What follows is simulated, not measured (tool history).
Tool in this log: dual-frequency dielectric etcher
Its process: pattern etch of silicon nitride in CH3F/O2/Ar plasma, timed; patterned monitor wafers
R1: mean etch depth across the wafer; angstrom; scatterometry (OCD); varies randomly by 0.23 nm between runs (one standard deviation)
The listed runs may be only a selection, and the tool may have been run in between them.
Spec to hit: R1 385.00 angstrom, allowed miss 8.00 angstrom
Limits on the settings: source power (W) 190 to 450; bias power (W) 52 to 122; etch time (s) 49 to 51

run 1 hour=0.0 | source_power_(W)=320 bias_power_(W)=87 etch_time_(s)=49 | R1=330.84
run 2 hour=4.3 | source_power_(W)=320 bias_power_(W)=87 etch_time_(s)=51 | R1=341.26
run 3 hour=12.7 | source_power_(W)=340 bias_power_(W)=88 etch_time_(s)=51 | R1=355.41
run 4 hour=17.5 | source_power_(W)=340 bias_power_(W)=78 etch_time_(s)=51 | R1=338.81
run 5 hour=22.0 | source_power_(W)=360 bias_power_(W)=79 etch_time_(s)=51 | R1=351.99
run 6 hour=24.7 | source_power_(W)=360 bias_power_(W)=79 etch_time_(s)=51 | R1=350.93
run 7 hour=27.3 | source_power_(W)=370 bias_power_(W)=80 etch_time_(s)=51 | R1=362.05
run 8 hour=30.6 | source_power_(W)=380 bias_power_(W)=80 etch_time_(s)=51 | R1=365.64
run 9 hour=34.4 | source_power_(W)=390 bias_power_(W)=80 etch_time_(s)=51 | R1=367.85
run 10 hour=39.9 | source_power_(W)=400 bias_power_(W)=80 etch_time_(s)=51 | R1=372.37

5 candidate next runs follow, results not yet known. Just one meets every target within its allowed miss. Identify it.
run A hour=45.4 | source_power_(W)=390 bias_power_(W)=81 etch_time_(s)=51 | R1=?
run B hour=45.4 | source_power_(W)=390 bias_power_(W)=83 etch_time_(s)=50 | R1=?
run C hour=45.4 | source_power_(W)=390 bias_power_(W)=84 etch_time_(s)=49 | R1=?
run D hour=45.4 | source_power_(W)=440 bias_power_(W)=85 etch_time_(s)=49 | R1=?
run E hour=45.4 | source_power_(W)=390 bias_power_(W)=81 etch_time_(s)=49 | R1=?

move=A R1=370.31
move=B R1=366.55
move=C R1=360.92
move=D R1=386.02
move=E R1=355.79
A: the biggest miss grows against the last run
B: the biggest miss grows against the last run
C: the biggest miss grows against the last run
D: every result within its allowed miss
E: the biggest miss grows against the last run
Move D is the one to make.
